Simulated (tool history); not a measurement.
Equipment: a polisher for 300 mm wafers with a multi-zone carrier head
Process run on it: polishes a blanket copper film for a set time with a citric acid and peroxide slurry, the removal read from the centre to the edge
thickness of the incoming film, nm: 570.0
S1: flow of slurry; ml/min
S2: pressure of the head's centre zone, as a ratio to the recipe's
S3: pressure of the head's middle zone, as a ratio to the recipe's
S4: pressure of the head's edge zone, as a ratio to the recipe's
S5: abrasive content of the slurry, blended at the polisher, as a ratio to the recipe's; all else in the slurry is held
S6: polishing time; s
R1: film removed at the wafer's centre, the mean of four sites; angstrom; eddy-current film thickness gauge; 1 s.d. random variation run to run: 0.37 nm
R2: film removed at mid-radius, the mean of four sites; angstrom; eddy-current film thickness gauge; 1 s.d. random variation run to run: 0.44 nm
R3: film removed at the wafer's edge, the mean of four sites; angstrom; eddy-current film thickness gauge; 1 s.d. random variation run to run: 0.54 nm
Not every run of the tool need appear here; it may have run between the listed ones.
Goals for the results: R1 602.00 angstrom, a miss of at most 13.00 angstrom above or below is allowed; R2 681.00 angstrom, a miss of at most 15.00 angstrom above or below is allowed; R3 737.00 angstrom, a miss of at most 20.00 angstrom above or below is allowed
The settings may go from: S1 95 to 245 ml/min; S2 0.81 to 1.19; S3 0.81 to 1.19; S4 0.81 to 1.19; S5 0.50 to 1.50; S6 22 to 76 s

Run 1, hour 0.0: S1 155 ml/min, S2 1.00, S3 1.00, S4 1.00, S5 1.00, S6 49 s. Result: R1 1044.70 angstrom, R2 1124.90 angstrom, R3 1168.00 angstrom.
Run 2, hour 5.7: S1 155 ml/min, S2 1.05, S3 1.00, S4 1.00, S5 1.00, S6 49 s. Result: R1 1104.20 angstrom, R2 1115.80 angstrom, R3 1170.00 angstrom.
Run 3, hour 14.6: S1 155 ml/min, S2 1.05, S3 1.00, S4 1.00, S5 1.00, S6 58 s. Result: R1 1291.20 angstrom, R2 1322.60 angstrom, R3 1380.30 angstrom.
Run 4, hour 17.9: S1 155 ml/min, S2 1.05, S3 1.00, S4 1.00, S5 1.00, S6 68 s. Result: R1 1514.60 angstrom, R2 1557.80 angstrom, R3 1637.90 angstrom.
Run 5, hour 22.5: S1 140 ml/min, S2 0.98, S3 0.96, S4 0.95, S5 0.85, S6 57 s. Result: R1 1110.40 angstrom, R2 1198.80 angstrom, R3 1234.00 angstrom.
Run 6, hour 24.3: S1 140 ml/min, S2 0.98, S3 0.96, S4 0.98, S5 0.85, S6 57 s. Result: R1 1117.80 angstrom, R2 1194.10 angstrom, R3 1276.10 angstrom.
Run 7, hour 31.5: S1 125 ml/min, S2 0.93, S3 0.92, S4 0.94, S5 0.75, S6 51 s. Result: R1 889.51 angstrom, R2 995.38 angstrom, R3 1044.20 angstrom.
Run 8, hour 33.4: S1 115 ml/min, S2 0.91, S3 0.89, S4 0.92, S5 0.65, S6 47 s. Result: R1 758.09 angstrom, R2 842.00 angstrom, R3 926.95 angstrom.
Run 9, hour 36.1: S1 115 ml/min, S2 0.90, S3 0.88, S4 0.89, S5 0.60, S6 45 s. Result: R1 688.07 angstrom, R2 778.80 angstrom, R3 848.99 angstrom.
Run 10, hour 36.8: S1 115 ml/min, S2 0.90, S3 0.87, S4 0.86, S5 0.55, S6 44 s. Result: R1 666.69 angstrom, R2 739.65 angstrom, R3 797.40 angstrom.
Run 11, hour 38.2: S1 115 ml/min, S2 0.89, S3 0.86, S4 0.84, S5 0.55, S6 44 s. Result: R1 658.10 angstrom, R2 733.18 angstrom, R3 788.82 angstrom.
Run 12, hour 40.6: S1 115 ml/min, S2 0.88, S3 0.85, S4 0.83, S5 0.55, S6 44 s. Result: R1 648.86 angstrom, R2 723.96 angstrom, R3 792.49 angstrom.
At hour 42.4: centre zone pressure recalibrated.
Run 13, hour 42.4: S1 105 ml/min, S2 0.87, S3 0.86, S4 0.81, S5 0.50, S6 41 s. Result: R1 646.57 angstrom, R2 652.21 angstrom, R3 699.40 angstrom.
Run 14, hour 46.7: S1 115 ml/min, S2 0.86, S3 0.86, S4 0.81, S5 0.50, S6 41 s. Result: R1 655.34 angstrom, R2 666.40 angstrom, R3 707.04 angstrom.
Run 15, hour 48.6: S1 110 ml/min, S2 0.93, S3 0.86, S4 0.82, S5 0.50, S6 41 s. Result: R1 694.05 angstrom, R2 657.38 angstrom, R3 712.29 angstrom.
Run 16, hour 51.3: S1 110 ml/min, S2 0.90, S3 0.86, S4 0.83, S5 0.50, S6 41 s. Result: R1 673.97 angstrom, R2 648.10 angstrom, R3 703.03 angstrom.
Run 17, hour 56.4: S1 115 ml/min, S2 0.88, S3 0.86, S4 0.84, S5 0.50, S6 41 s. Result: R1 671.75 angstrom, R2 656.90 angstrom, R3 728.03 angstrom.

Which one of the following 5 next-run settings gets every result inside its allowed miss? There is exactly one.
Run A, hour 61.5: S1 140 ml/min, S2 0.86, S3 0.95, S4 0.95, S5 0.55, S6 35 s. Result: R1 ?, R2 ?, R3 ?.
Run B, hour 61.5: S1 95 ml/min, S2 0.81, S3 0.89, S4 0.84, S5 0.70, S6 40 s. Result: R1 ?, R2 ?, R3 ?.
Run C, hour 61.5: S1 160 ml/min, S2 0.88, S3 0.91, S4 0.92, S5 0.50, S6 35 s. Result: R1 ?, R2 ?, R3 ?.
Run D, hour 61.5: S1 100 ml/min, S2 0.83, S3 0.81, S4 0.81, S5 0.65, S6 41 s. Result: R1 ?, R2 ?, R3 ?.
Run E, hour 61.5: S1 145 ml/min, S2 0.89, S3 0.92, S4 0.91, S5 0.50, S6 36 s. Result: R1 ?, R2 ?, R3 ?.

move      R1      R2      R3
   A  609.75  645.62  689.65
   B  611.14  666.52  732.22
   C  629.14  628.00  677.45
   D  643.68  637.76  734.95
   E  639.72  638.15  683.19
A: the worst result of the last run now meets its target, but another is out of spec
B: meets every target
C: gains on the last run, yet a result remains outside its allowed miss
D: gains on the last run, yet a result remains outside its allowed miss
E: gains on the last run, yet a result remains outside its allowed miss
B meets every target.
